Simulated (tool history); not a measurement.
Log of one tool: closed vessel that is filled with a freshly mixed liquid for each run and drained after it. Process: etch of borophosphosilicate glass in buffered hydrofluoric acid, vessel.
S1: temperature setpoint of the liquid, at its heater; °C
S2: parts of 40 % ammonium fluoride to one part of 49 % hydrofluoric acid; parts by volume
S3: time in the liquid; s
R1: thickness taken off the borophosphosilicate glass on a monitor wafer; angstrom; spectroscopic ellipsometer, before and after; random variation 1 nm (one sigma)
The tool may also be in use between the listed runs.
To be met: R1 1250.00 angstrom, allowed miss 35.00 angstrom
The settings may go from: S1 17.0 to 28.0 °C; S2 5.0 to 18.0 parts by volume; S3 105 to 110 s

run  hour    S1    S2   S3       R1
  1   0.0  20.0  11.0  105  1045.90
  2   2.6  20.0  11.0  110  1082.40
  3  11.7  17.5  11.0  110   947.26
  4  17.4  17.5   8.5  110  1176.80
  5  18.8  17.5   6.0  110  1677.10
  6  20.0  17.5   6.5  110  1561.40
  7  21.1  17.5   7.0  110  1456.40
  8  23.8  17.5   7.0  110  1477.70
  9  30.9  17.5   7.5  110  1347.10
 10  34.0  17.0   7.5  110  1313.00

Which of these 5 next moves meets every target?
  A  37.1  17.0  7.5  105   ?
  B  37.1  17.0  8.0  105   ?
  C  37.1  19.0  8.0  105   ?
  D  37.1  18.0  8.0  110   ?
  E  37.1  20.5  8.0  105   ?

move       R1
   A  1256.80
   B  1170.80
   C  1309.10
   D  1297.20
   E  1422.20
A: meets every target
B: takes the result that was furthest off past its target
C: nearer than the last run, and not there yet
D: nearer than the last run, and not there yet
E: further off than the last run
The right move is A.

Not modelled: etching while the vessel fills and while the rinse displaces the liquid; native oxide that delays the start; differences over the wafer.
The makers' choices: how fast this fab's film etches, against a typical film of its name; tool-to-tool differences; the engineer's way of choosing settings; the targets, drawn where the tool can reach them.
